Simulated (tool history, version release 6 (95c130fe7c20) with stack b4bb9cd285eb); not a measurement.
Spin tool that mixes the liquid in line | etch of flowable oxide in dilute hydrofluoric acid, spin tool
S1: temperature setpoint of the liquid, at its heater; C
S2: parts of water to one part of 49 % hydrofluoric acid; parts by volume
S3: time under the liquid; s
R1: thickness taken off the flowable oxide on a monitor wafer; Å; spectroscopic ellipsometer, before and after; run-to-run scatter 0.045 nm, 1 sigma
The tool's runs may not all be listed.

run,hour,S1,S2,S3,R1
1,0.0,24.0,200,90,157.890
2,0.8,24.0,265,90,112.170
3,1.7,24.0,265,90,112.880
4,5.5,24.0,265,70,87.869
5,10.8,24.0,265,90,113.000
6,13.1,25.5,265,90,119.170
7,13.7,21.5,310,90,84.664
8,17.1,20.5,315,90,79.897

What will run 9 give?
9,23.0,20.5,315,90,?

R1: 80.694 Å

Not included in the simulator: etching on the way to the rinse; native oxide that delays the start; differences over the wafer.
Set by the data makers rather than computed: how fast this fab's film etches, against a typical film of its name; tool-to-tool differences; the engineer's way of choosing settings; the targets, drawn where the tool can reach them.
